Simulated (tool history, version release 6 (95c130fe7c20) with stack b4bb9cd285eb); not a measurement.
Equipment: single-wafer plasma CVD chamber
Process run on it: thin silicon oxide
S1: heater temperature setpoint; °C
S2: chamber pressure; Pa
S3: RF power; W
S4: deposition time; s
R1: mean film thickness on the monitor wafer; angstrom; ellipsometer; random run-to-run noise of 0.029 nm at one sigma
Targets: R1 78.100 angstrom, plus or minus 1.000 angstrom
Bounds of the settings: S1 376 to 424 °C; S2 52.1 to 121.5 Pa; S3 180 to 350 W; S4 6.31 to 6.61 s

run,day,S1,S2,S3,S4,R1
1,0.000,400,86.8,265,6.61,103.510
2,0.338,406,86.8,265,6.61,102.680
3,0.629,406,86.8,265,6.31,97.418
4,0.950,406,96.4,265,6.31,108.200
5,1.079,406,96.4,295,6.31,113.020
6,1.433,407,92.0,295,6.31,109.280
7,1.692,407,92.0,295,6.31,108.540
8,1.738,407,87.9,295,6.31,104.000
9,1.950,407,70.5,295,6.31,84.226
10,2.146,408,69.7,295,6.31,84.241
11,2.196,408,68.8,295,6.31,82.814
12,2.354,408,68.1,295,6.31,81.812
13,2.458,409,67.7,295,6.31,81.764
14,2.775,409,67.2,295,6.31,81.440
15,3.021,409,66.7,295,6.31,80.664
16,3.396,409,63.6,295,6.31,77.470

Which of these 4 next moves meets every target?
A,3.771,412,61.1,315,6.31,?
B,3.771,401,61.1,270,6.61,?
C,3.771,388,64.7,285,6.31,?
D,3.771,402,60.5,285,6.56,?

move,R1
A,76.013
B,74.845
C,77.779
D,75.485
A: moves away from the targets compared with the last run
B: moves away from the targets compared with the last run
C: hits every target within its allowed miss
D: moves away from the targets compared with the last run
C is the move that brings every result within its allowed miss.

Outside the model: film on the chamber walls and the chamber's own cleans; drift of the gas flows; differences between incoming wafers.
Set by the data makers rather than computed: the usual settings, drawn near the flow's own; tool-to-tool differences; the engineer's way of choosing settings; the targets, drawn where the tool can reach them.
